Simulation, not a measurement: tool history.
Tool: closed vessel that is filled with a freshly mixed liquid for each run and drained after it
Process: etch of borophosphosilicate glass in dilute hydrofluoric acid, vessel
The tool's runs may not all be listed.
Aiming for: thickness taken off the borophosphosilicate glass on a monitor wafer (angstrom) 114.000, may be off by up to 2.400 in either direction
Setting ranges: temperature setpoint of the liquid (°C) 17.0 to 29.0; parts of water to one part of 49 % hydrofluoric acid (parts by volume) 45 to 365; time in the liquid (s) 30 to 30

| run | hour | temperature setpoint of the liquid (°C) | parts of water to one part of 49 % hydrofluoric acid (parts by volume) | time in the liquid (s) | thickness taken off the borophosphosilicate glass on a monitor wafer (angstrom) |
|---|---|---|---|---|---|
| 1 | 0.0 | 21.0 | 205 | 30 | 43.589 |
| 2 | 3.9 | 23.0 | 180 | 30 | 55.591 |
| 3 | 9.8 | 23.0 | 180 | 30 | 55.254 |
| 4 | 14.4 | 23.0 | 180 | 30 | 55.270 |
| 5 | 18.4 | 23.0 | 180 | 30 | 55.550 |
| 6 | 27.3 | 23.0 | 235 | 30 | 40.129 |
| 7 | 33.0 | 24.5 | 205 | 30 | 50.181 |
| 8 | 41.1 | 25.5 | 180 | 30 | 60.439 |
| 9 | 49.0 | 26.5 | 160 | 30 | 72.904 |
| 10 | 57.8 | 27.0 | 145 | 30 | 82.976 |
| 11 | 59.3 | 27.5 | 135 | 30 | 92.696 |
| 12 | 68.3 | 28.0 | 130 | 30 | 98.457 |
| 13 | 71.6 | 28.0 | 125 | 30 | 102.640 |
| 14 | 79.2 | 28.5 | 120 | 30 | 109.540 |

5 next moves are on the table. One of them brings every result within its allowed miss. Which?
| A | 86.8 | 29.0 | 125 | 30 | ? |
| B | 86.8 | 29.0 | 130 | 30 | ? |
| C | 86.8 | 28.5 | 125 | 30 | ? |
| D | 86.8 | 28.0 | 115 | 30 | ? |
| E | 86.8 | 28.0 | 125 | 30 | ? |

| move | thickness taken off the borophosphosilicate glass on a monitor wafer (angstrom) |
|---|---|
| A | 106.430 |
| B | 101.660 |
| C | 104.470 |
| D | 112.920 |
| E | 102.540 |
A: lands further from the targets than the last run did
B: lands further from the targets than the last run did
C: lands further from the targets than the last run did
D: meets every target
E: lands further from the targets than the last run did
D is the move that brings every result within its allowed miss.

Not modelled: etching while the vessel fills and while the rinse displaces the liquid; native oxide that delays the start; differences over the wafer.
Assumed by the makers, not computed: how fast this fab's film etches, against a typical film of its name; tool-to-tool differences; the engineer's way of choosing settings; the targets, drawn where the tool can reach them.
